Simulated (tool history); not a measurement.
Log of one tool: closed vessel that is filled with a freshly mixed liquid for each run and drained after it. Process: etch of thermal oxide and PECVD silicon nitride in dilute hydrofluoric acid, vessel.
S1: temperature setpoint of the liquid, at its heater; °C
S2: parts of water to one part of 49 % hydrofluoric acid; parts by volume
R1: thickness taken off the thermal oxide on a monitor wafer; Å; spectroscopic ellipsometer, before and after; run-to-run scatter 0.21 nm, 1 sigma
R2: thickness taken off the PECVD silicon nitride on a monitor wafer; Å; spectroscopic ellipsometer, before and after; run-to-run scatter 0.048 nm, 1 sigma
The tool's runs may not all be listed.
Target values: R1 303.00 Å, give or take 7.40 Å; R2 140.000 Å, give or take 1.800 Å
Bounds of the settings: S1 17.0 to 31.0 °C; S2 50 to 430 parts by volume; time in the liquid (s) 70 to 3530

run 1 hour=0.0 | S1=23.0 S2=240 time_in_the_liquid_(s)=1800 | R1=275.30 R2=112.070
run 2 hour=6.8 | S1=23.5 S2=240 time_in_the_liquid_(s)=1805 | R1=284.13 R2=115.410
run 3 hour=12.4 | S1=26.0 S2=240 time_in_the_liquid_(s)=1805 | R1=313.15 R2=135.880
run 4 hour=18.5 | S1=26.0 S2=245 time_in_the_liquid_(s)=1815 | R1=307.95 R2=133.170
run 5 hour=20.0 | S1=26.0 S2=245 time_in_the_liquid_(s)=1385 | R1=233.43 R2=101.980
run 6 hour=24.2 | S1=26.0 S2=305 time_in_the_liquid_(s)=1385 | R1=177.55 R2=81.660
run 7 hour=29.2 | S1=26.5 S2=295 time_in_the_liquid_(s)=1375 | R1=186.93 R2=87.110
run 8 hour=36.1 | S1=27.0 S2=285 time_in_the_liquid_(s)=1365 | R1=194.59 R2=91.550
run 9 hour=42.7 | S1=27.5 S2=275 time_in_the_liquid_(s)=1355 | R1=208.56 R2=97.302
-- hour=45.7 thermometer replaced
run 10 hour=45.7 | S1=28.0 S2=265 time_in_the_liquid_(s)=1350 | R1=228.42 R2=110.750
run 11 hour=51.7 | S1=28.0 S2=255 time_in_the_liquid_(s)=1340 | R1=238.08 R2=114.660
run 12 hour=57.8 | S1=28.0 S2=250 time_in_the_liquid_(s)=1335 | R1=246.13 R2=116.150
run 13 hour=66.4 | S1=28.0 S2=245 time_in_the_liquid_(s)=1325 | R1=248.82 R2=117.080
run 14 hour=72.0 | S1=28.0 S2=240 time_in_the_liquid_(s)=1315 | R1=255.02 R2=119.080
run 15 hour=77.7 | S1=28.0 S2=235 time_in_the_liquid_(s)=1305 | R1=258.98 R2=120.470
run 16 hour=81.9 | S1=29.5 S2=200 time_in_the_liquid_(s)=1215 | R1=309.09 R2=143.680
run 17 hour=89.5 | S1=29.5 S2=200 time_in_the_liquid_(s)=1220 | R1=306.94 R2=145.420

Which single option among these 4 for the next run brings every result within its allowed miss of target? Just one does.
run A hour=97.1 | S1=30.0 S2=190 time_in_the_liquid_(s)=1110 | R1=? R2=?
run B hour=97.1 | S1=30.0 S2=175 time_in_the_liquid_(s)=1045 | R1=? R2=?
run C hour=97.1 | S1=27.5 S2=235 time_in_the_liquid_(s)=1555 | R1=? R2=?
run D hour=97.1 | S1=29.5 S2=220 time_in_the_liquid_(s)=1390 | R1=? R2=?

move=A R1=307.59 R2=143.950
move=B R1=320.37 R2=147.360
move=C R1=302.92 R2=139.810
move=D R1=315.27 R2=150.660
A: moves toward the targets from the last run without getting all of them in spec
B: moves away from the targets compared with the last run
C: every result lands within tolerance
D: moves away from the targets compared with the last run
Answer: C

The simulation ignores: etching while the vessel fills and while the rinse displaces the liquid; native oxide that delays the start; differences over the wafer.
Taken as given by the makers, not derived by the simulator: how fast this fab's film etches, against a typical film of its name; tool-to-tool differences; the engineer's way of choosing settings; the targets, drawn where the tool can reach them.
